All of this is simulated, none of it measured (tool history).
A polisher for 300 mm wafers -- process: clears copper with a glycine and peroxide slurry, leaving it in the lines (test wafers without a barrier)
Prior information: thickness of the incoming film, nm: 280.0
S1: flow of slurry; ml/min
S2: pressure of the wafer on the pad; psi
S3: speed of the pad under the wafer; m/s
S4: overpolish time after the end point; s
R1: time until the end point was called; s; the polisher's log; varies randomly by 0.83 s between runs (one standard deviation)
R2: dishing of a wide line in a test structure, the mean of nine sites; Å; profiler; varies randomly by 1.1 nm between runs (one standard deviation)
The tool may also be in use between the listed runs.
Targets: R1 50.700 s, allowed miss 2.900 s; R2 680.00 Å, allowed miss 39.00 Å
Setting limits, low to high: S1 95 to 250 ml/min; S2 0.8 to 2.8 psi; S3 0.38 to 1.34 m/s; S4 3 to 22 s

run 1 day=0.000 | S1=160 S2=1.8 S3=0.86 S4=11 | R1=79.634 R2=299.92
run 2 day=0.067 | S1=160 S2=2.0 S3=0.92 S4=12 | R1=70.892 R2=371.92
run 3 day=0.275 | S1=160 S2=2.2 S3=0.96 S4=13 | R1=65.518 R2=421.60
run 4 day=0.417 | S1=135 S2=2.2 S3=0.96 S4=13 | R1=67.986 R2=402.27
run 5 day=0.775 | S1=135 S2=2.2 S3=0.84 S4=13 | R1=74.735 R2=385.07
run 6 day=0.842 | S1=105 S2=2.2 S3=0.84 S4=13 | R1=76.666 R2=378.38
run 7 day=1.208 | S1=115 S2=2.7 S3=1.08 S4=16 | R1=54.891 R2=591.19
run 8 day=1.333 | S1=120 S2=2.7 S3=1.10 S4=16 | R1=52.338 R2=596.05

Which of these 4 next moves meets every target?
run A day=1.458 | S1=135 S2=2.7 S3=1.14 S4=15 | R1=? R2=?
run B day=1.458 | S1=135 S2=2.8 S3=1.08 S4=16 | R1=? R2=?
run C day=1.458 | S1=135 S2=2.8 S3=1.26 S4=13 | R1=? R2=?
run D day=1.458 | S1=130 S2=2.8 S3=1.10 S4=18 | R1=? R2=?

move=A R1=51.019 R2=595.69
move=B R1=51.965 R2=620.52
move=C R1=45.670 R2=579.79
move=D R1=51.531 R2=685.79
A: about as far from the targets as the last run
B: nearer the targets than the last run, but a result is still out of spec
C: misses by more than the last run did
D: hits every target within its allowed miss
Move D is the one to make.

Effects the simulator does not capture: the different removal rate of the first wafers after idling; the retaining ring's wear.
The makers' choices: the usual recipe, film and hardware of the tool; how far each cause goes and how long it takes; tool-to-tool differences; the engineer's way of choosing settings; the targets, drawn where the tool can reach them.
